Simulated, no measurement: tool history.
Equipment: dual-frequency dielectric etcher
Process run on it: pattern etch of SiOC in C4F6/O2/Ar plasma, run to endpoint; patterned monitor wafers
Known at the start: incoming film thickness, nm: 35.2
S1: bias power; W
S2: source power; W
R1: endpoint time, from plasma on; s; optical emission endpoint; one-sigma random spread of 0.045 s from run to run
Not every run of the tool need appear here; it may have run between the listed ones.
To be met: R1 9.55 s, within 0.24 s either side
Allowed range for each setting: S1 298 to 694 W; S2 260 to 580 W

{"run": 1, "hour": 0.0, "S1": 496, "S2": 420, "R1": 11.032}
{"run": 2, "hour": 6.5, "S1": 552, "S2": 420, "R1": 10.7}
{"run": 3, "hour": 10.6, "S1": 552, "S2": 360, "R1": 11.511}
{"run": 4, "hour": 18.5, "S1": 565, "S2": 370, "R1": 11.233}
{"run": 5, "hour": 20.2, "S1": 491, "S2": 370, "R1": 11.716}
{"run": 6, "hour": 21.8, "S1": 507, "S2": 380, "R1": 11.488}
{"run": 7, "hour": 27.2, "S1": 522, "S2": 390, "R1": 11.23}
{"run": 8, "hour": 35.8, "S1": 535, "S2": 400, "R1": 10.994}
{"run": 9, "hour": 38.4, "S1": 634, "S2": 450, "R1": 9.9487}
{"run": 10, "hour": 40.4, "S1": 638, "S2": 450, "R1": 9.9506}
{"run": 11, "hour": 45.4, "S1": 642, "S2": 450, "R1": 9.906}

Next run, 4 choices. One meets every target within its allowed miss, the rest don't. Which?
{"run": "A", "hour": 50.4, "S1": 694, "S2": 460, "R1": "?"}
{"run": "B", "hour": 50.4, "S1": 625, "S2": 450, "R1": "?"}
{"run": "C", "hour": 50.4, "S1": 683, "S2": 540, "R1": "?"}
{"run": "D", "hour": 50.4, "S1": 604, "S2": 440, "R1": "?"}

move=A R1=9.5963
move=B R1=9.9937
move=C R1=8.9962
move=D R1=10.194
A: hits every target within its allowed miss
B: the biggest miss grows against the last run
C: takes the result that was furthest off past its target
D: the biggest miss grows against the last run
Correct choice: A, which meets every target
